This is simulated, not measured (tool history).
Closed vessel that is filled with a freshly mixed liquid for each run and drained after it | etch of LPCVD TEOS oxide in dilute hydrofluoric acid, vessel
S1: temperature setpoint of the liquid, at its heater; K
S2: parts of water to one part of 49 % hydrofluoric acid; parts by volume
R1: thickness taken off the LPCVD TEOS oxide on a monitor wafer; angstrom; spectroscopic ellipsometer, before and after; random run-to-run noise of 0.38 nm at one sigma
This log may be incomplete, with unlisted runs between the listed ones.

Run 1, hour 0: S1 293.15 K, S2 150 parts by volume, time in the liquid (s) 250. Result: R1 356.28 angstrom.
Run 2, hour 3.2: S1 293.15 K, S2 150 parts by volume, time in the liquid (s) 250. Result: R1 357.27 angstrom.
Run 3, hour 6.8: S1 295.65 K, S2 140 parts by volume, time in the liquid (s) 250. Result: R1 426.36 angstrom.
Run 4, hour 11.9: S1 292.15 K, S2 140 parts by volume, time in the liquid (s) 250. Result: R1 365.99 angstrom.
Run 5, hour 13.6: S1 294.65 K, S2 135 parts by volume, time in the liquid (s) 250. Result: R1 426.34 angstrom.
At hour 14.2: thermometer replaced.
Run 6, hour 14.2: S1 296.65 K, S2 130 parts by volume, time in the liquid (s) 250. Result: R1 458.17 angstrom.
Run 7, hour 19.4: S1 297.65 K, S2 125 parts by volume, time in the liquid (s) 250. Result: R1 501.71 angstrom.
Run 8, hour 20.3: S1 298.65 K, S2 120 parts by volume, time in the liquid (s) 250. Result: R1 550.3 angstrom.

What will run 9 give?
Run 9, hour 27.6: S1 299.15 K, S2 120 parts by volume, time in the liquid (s) 250. Result: R1 ?.

R1: 554.84 angstrom
